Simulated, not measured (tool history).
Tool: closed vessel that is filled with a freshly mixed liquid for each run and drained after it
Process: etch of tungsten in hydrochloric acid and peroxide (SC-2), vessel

| run | hour | temperature setpoint of the liquid (C) | parts of water to one part each of 37 % hydrochloric acid and 30 % peroxide (parts by volume) | time in the liquid (s) | thickness taken off the tungsten on a monitor wafer (Å) |
|---|---|---|---|---|---|
| 1 | 0.0 | 60.0 | 11.5 | 30 | 58.754 |
| 2 | 3.6 | 60.0 | 11.5 | 30 | 58.675 |
| 3 | 7.2 | 60.0 | 11.5 | 30 | 58.050 |
| 4 | 12.1 | 61.5 | 11.0 | 30 | 67.162 |
| 5 | 19.4 | 63.0 | 10.5 | 30 | 76.466 |
| 6 | 21.8 | 66.5 | 10.5 | 30 | 94.106 |
| 7 | 29.9 | 67.0 | 10.0 | 30 | 100.920 |
| 8 | 37.8 | 67.5 | 9.5 | 30 | 109.200 |

Run 9 comes next. What will it give?
| 9 | 46.2 | 68.0 | 9.0 | 30 | ? |

thickness taken off the tungsten on a monitor wafer (Å): 117.450
